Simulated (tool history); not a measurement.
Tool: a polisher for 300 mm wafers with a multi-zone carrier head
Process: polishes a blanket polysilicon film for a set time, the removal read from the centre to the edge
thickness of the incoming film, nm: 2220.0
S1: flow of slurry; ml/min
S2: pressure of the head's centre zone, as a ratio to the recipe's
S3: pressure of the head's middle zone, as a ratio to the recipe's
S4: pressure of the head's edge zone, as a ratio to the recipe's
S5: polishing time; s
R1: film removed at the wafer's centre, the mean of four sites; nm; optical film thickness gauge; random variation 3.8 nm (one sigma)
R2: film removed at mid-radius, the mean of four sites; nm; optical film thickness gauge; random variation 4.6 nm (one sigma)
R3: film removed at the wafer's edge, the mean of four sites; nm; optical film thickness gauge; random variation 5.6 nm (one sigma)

run,hour,S1,S2,S3,S4,S5,R1,R2,R3
1,0.0,315,1.00,1.00,1.00,88,624.22,626.28,645.98
2,7.5,315,0.98,1.00,0.99,83,573.37,585.35,617.58
3,11.8,315,0.98,1.00,0.92,83,579.60,593.64,602.38
4,16.4,315,0.97,1.01,0.92,78,538.77,568.00,551.54
5,18.9,315,0.97,0.97,0.92,78,538.15,535.17,557.29
6,27.4,315,0.95,0.97,0.91,74,487.42,515.63,530.61
7,32.6,315,0.94,0.97,0.90,71,468.47,492.72,507.41
8,38.7,315,0.93,0.97,0.89,68,442.71,476.73,480.38
9,45.5,315,0.92,0.97,0.89,66,419.93,456.12,457.88

Forecast run 10:
10,48.3,310,0.82,0.93,0.83,54,?,?,?

R1: 310.39 nm
R2: 363.59 nm
R3: 376.68 nm
